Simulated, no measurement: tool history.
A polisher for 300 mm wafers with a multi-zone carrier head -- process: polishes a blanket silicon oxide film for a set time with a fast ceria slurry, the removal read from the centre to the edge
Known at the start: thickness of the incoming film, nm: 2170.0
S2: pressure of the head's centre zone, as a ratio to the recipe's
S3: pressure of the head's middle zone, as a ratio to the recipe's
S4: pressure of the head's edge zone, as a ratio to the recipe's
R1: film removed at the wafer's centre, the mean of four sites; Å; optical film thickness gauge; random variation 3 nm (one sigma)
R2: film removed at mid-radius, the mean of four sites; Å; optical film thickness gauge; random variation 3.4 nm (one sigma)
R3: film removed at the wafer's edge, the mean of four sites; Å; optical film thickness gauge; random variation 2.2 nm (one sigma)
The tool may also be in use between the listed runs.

{"run": 1, "day": 0.0, "flow of slurry (ml/min)": 295, "S2": 1, "S3": 1, "S4": 1, "polishing time (s)": 39, "R1": 2927.8, "R2": 3096.7, "R3": 2989.2}
{"run": 2, "day": 0.212, "flow of slurry (ml/min)": 295, "S2": 1, "S3": 1.04, "S4": 1, "polishing time (s)": 39, "R1": 3122.4, "R2": 3163.3, "R3": 2937.7}
{"run": 3, "day": 0.367, "flow of slurry (ml/min)": 245, "S2": 1, "S3": 1.04, "S4": 1, "polishing time (s)": 39, "R1": 2960.7, "R2": 3157.8, "R3": 2967.9}
{"run": 4, "day": 0.533, "flow of slurry (ml/min)": 240, "S2": 0.97, "S3": 1.01, "S4": 0.98, "polishing time (s)": 37, "R1": 2667.7, "R2": 2847.1, "R3": 2705.4}
{"run": 5, "day": 0.696, "flow of slurry (ml/min)": 240, "S2": 0.97, "S3": 1.01, "S4": 0.98, "polishing time (s)": 31, "R1": 2209.9, "R2": 2364.4, "R3": 2309.9}
{"run": 6, "day": 0.821, "flow of slurry (ml/min)": 295, "S2": 0.97, "S3": 1.01, "S4": 0.98, "polishing time (s)": 31, "R1": 2310.1, "R2": 2434.9, "R3": 2386.4}

For run 7, what comes out?
{"run": 7, "day": 0.946, "flow of slurry (ml/min)": 295, "S2": 0.97, "S3": 1.01, "S4": 0.98, "polishing time (s)": 31, "R1": "?", "R2": "?", "R3": "?"}

Logged for run 7: R1 2270.8 Å, R2 2453.1 Å, R3 2368 Å.
